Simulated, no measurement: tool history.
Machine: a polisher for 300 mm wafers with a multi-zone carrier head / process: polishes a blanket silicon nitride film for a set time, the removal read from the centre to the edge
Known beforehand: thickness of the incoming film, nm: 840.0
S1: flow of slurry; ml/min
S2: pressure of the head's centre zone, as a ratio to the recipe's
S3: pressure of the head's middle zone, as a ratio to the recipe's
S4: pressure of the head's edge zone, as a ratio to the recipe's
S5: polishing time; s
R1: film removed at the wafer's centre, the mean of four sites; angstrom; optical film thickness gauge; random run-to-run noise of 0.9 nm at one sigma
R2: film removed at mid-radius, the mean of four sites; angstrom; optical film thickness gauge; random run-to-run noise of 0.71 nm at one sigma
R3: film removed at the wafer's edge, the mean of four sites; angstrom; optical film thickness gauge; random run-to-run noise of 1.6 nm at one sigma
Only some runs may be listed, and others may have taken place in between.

| run | day | S1 | S2 | S3 | S4 | S5 | R1 | R2 | R3 |
|---|---|---|---|---|---|---|---|---|---|
| 1 | 0.000 | 305 | 1.00 | 1.00 | 1.00 | 66 | 1326.9 | 1378.0 | 1335.8 |
| 2 | 0.046 | 305 | 0.99 | 0.99 | 0.98 | 65 | 1290.8 | 1337.9 | 1308.5 |
| 3 | 0.229 | 305 | 0.98 | 0.99 | 0.96 | 64 | 1268.0 | 1321.1 | 1291.0 |
| 4 | 0.504 | 350 | 0.98 | 0.99 | 0.96 | 64 | 1295.4 | 1331.7 | 1271.0 |
|  | 0.712 | worn pad replaced by a new one |
| 5 | 0.712 | 350 | 1.04 | 0.99 | 0.96 | 64 | 1497.5 | 1462.3 | 1429.1 |
| 6 | 0.800 | 350 | 1.04 | 0.99 | 0.96 | 72 | 1658.2 | 1645.1 | 1581.4 |
| 7 | 1.104 | 345 | 1.02 | 0.98 | 0.94 | 71 | 1603.8 | 1598.9 | 1513.4 |
| 8 | 1.275 | 335 | 1.00 | 0.97 | 0.93 | 71 | 1554.1 | 1581.4 | 1578.4 |
| 9 | 1.312 | 410 | 0.94 | 0.99 | 0.93 | 53 | 1161.6 | 1216.3 | 1184.5 |

Run 10 comes next. What will it give?
| 10 | 1.333 | 410 | 0.94 | 0.99 | 0.93 | 53 | ? | ? | ? |

R1: 1162.4 angstrom
R2: 1217.6 angstrom
R3: 1182.7 angstrom

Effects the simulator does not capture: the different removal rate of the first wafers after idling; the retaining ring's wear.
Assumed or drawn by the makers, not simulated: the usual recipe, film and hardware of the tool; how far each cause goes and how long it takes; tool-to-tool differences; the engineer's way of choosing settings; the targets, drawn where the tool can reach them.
